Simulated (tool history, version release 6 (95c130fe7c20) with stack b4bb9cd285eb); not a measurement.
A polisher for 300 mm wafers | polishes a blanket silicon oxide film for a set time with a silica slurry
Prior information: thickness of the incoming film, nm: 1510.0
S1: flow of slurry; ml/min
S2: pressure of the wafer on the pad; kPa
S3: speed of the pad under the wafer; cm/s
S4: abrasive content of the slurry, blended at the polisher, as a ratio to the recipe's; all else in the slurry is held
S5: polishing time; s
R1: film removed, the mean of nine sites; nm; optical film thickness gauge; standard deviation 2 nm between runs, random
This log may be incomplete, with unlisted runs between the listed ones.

| run | day | S1 | S2 | S3 | S4 | S5 | R1 |
|---|---|---|---|---|---|---|---|
| 1 | 0 | 285 | 29.6 | 106 | 1 | 87 | 308.06 |
| 2 | 0.342 | 285 | 29 | 106 | 1 | 87 | 304.16 |
| 3 | 0.604 | 285 | 28.3 | 106 | 1 | 87 | 301.63 |
| 4 | 0.692 | 320 | 28.3 | 106 | 1 | 87 | 308.1 |
| 5 | 0.942 | 320 | 21.4 | 106 | 1 | 87 | 236.84 |
| 6 | 1.171 | 325 | 21.4 | 106 | 1 | 87 | 239.12 |

Estimate the outcome of run 7 from the log above:
| 7 | 1.504 | 330 | 21.4 | 106 | 1 | 87 | ? |

Logged for run 7: R1 238.66 nm.
